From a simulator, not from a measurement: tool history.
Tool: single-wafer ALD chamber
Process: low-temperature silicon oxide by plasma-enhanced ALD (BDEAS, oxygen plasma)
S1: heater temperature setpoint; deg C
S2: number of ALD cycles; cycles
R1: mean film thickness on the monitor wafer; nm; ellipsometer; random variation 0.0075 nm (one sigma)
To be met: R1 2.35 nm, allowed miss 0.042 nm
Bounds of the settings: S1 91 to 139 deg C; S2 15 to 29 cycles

run 1 hour=0 | S1=115 S2=22 | R1=2.8207
run 2 hour=1.6 | S1=108 S2=22 | R1=2.8746
run 3 hour=4.7 | S1=108 S2=25 | R1=3.2758
run 4 hour=5.9 | S1=110 S2=24 | R1=3.1158
run 5 hour=8.8 | S1=110 S2=27 | R1=3.5191
run 6 hour=9.4 | S1=113 S2=25 | R1=3.2382
run 7 hour=15.8 | S1=114 S2=24 | R1=3.0832
run 8 hour=24.4 | S1=116 S2=23 | R1=2.9722
run 9 hour=25 | S1=117 S2=20 | R1=2.5599
run 10 hour=26.2 | S1=118 S2=20 | R1=2.5677
run 11 hour=28.5 | S1=119 S2=20 | R1=2.5496
run 12 hour=32.1 | S1=120 S2=20 | R1=2.5514
run 13 hour=33.3 | S1=121 S2=20 | R1=2.5495
run 14 hour=37.6 | S1=122 S2=20 | R1=2.5392
run 15 hour=41.8 | S1=123 S2=20 | R1=2.5251
run 16 hour=47.1 | S1=124 S2=20 | R1=2.53
run 17 hour=52 | S1=125 S2=20 | R1=2.5247
run 18 hour=59.2 | S1=126 S2=20 | R1=2.5217
run 19 hour=65.4 | S1=127 S2=20 | R1=2.5009
run 20 hour=70 | S1=128 S2=20 | R1=2.512

Which of these 5 next moves meets every target?
run A hour=74.6 | S1=133 S2=19 | R1=?
run B hour=74.6 | S1=125 S2=22 | R1=?
run C hour=74.6 | S1=121 S2=18 | R1=?
run D hour=74.6 | S1=137 S2=22 | R1=?
run E hour=74.6 | S1=125 S2=18 | R1=?

move=A R1=2.3609
move=B R1=2.7817
move=C R1=2.2956
move=D R1=2.7096
move=E R1=2.2759
A: meets every target
B: further off than the last run
C: takes the result that was furthest off past its target
D: further off than the last run
E: takes the result that was furthest off past its target
Answer: A
